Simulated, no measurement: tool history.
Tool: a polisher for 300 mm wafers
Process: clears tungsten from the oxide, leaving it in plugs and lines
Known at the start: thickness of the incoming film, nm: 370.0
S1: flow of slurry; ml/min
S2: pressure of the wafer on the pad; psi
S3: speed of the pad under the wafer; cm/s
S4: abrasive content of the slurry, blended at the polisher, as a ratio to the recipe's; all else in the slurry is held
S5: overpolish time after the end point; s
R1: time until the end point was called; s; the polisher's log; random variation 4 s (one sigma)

| run | hour | S1 | S2 | S3 | S4 | S5 | R1 |
|---|---|---|---|---|---|---|---|
| 1 | 0 | 310 | 4.6 | 86 | 1 | 10 | 93.412 |
| 2 | 6 | 305 | 3.9 | 74 | 1 | 10 | 118.52 |
| 3 | 9.8 | 295 | 3.4 | 64 | 0.9 | 10 | 151.81 |
| 4 | 16.4 | 295 | 3 | 56 | 0.9 | 10 | 192.82 |
| 5 | 22.7 | 295 | 3 | 46 | 0.9 | 10 | 222.29 |
| 6 | 29.3 | 365 | 3 | 46 | 0.9 | 10 | 219.85 |

Run 7 comes next. What will it give?
| 7 | 35.5 | 365 | 2.8 | 46 | 0.9 | 10 | ? |

R1: 234.81 s

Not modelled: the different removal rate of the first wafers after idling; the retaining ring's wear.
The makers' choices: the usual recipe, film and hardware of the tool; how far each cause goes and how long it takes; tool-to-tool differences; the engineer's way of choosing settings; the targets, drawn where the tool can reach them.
